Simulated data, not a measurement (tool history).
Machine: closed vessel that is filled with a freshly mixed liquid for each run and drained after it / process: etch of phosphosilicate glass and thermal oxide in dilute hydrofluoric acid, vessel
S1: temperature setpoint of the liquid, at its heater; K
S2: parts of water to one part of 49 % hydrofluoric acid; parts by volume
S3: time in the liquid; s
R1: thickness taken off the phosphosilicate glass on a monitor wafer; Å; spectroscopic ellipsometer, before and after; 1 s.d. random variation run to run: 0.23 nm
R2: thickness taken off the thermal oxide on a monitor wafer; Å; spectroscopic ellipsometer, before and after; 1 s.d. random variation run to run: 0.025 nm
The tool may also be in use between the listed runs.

| run | hour | S1 | S2 | S3 | R1 | R2 |
|---|---|---|---|---|---|---|
| 1 | 0.0 | 294.15 | 225 | 60 | 422.49 | 10.9660 |
| 2 | 9.3 | 294.15 | 225 | 70 | 496.80 | 11.7310 |
| 3 | 13.5 | 290.65 | 225 | 70 | 432.46 | 10.1470 |
| 4 | 19.0 | 290.65 | 245 | 70 | 384.77 | 9.1297 |
| 5 | 24.6 | 290.65 | 260 | 70 | 364.87 | 8.5794 |
| 6 | 30.9 | 290.65 | 275 | 70 | 336.23 | 8.2712 |
| 7 | 33.0 | 290.65 | 285 | 70 | 324.60 | 7.6997 |
| 8 | 34.8 | 290.65 | 295 | 70 | 313.71 | 7.1239 |
| 9 | 41.0 | 290.65 | 300 | 70 | 304.83 | 7.2920 |
| 10 | 45.8 | 290.65 | 305 | 70 | 295.58 | 6.9748 |
| 11 | 49.6 | 290.65 | 305 | 70 | 296.21 | 7.3225 |
| 12 | 54.1 | 290.65 | 310 | 70 | 290.36 | 6.8343 |

Forecast run 13:
| 13 | 63.1 | 290.65 | 315 | 70 | ? | ? |

R1: 284.36 Å
R2: 6.8656 Å
